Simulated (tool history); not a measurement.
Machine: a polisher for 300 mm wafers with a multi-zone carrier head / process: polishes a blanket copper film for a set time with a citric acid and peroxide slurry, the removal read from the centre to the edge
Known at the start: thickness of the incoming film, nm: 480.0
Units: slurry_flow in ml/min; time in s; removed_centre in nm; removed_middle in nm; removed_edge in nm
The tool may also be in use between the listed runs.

run  hour  slurry_flow  centre_zone  middle_zone  edge_zone  slurry_solids  time  removed_centre  removed_middle  removed_edge
  1   0.0          320         1.00         1.00       1.00           1.00    40          133.31          137.40        135.99
  2   3.6          320         1.00         1.05       1.00           1.00    40          136.19          139.71        134.22
  3  10.9          320         1.00         1.05       0.94           1.00    40          132.53          142.97        129.85
  4  17.9          320         1.00         1.11       0.94           1.00    40          135.58          147.99        130.43
  5  24.8          360         1.00         1.11       0.94           1.00    40          134.46          153.52        132.24
  6  31.2          360         1.00         1.11       0.94           1.00    31          107.05          114.80        100.77
  7  37.8          365         0.99         1.10       0.98           1.10    33          114.02          129.55        113.63
  8  46.8          365         1.00         1.07       1.02           1.15    35          121.18          127.88        123.42
  9  47.8          370         1.00         1.08       1.04           1.20    37          130.55          141.47        133.21
 10  54.3          370         1.00         1.07       1.06           1.25    38          132.15          148.41        139.75

For run 11, what comes out?
 11  61.8          375         1.09         0.97       1.16           1.50    47               ?               ?             ?

{"run 11": {"removed_centre": 189.51, "removed_middle": 175.14, "removed_edge": 189.27}}
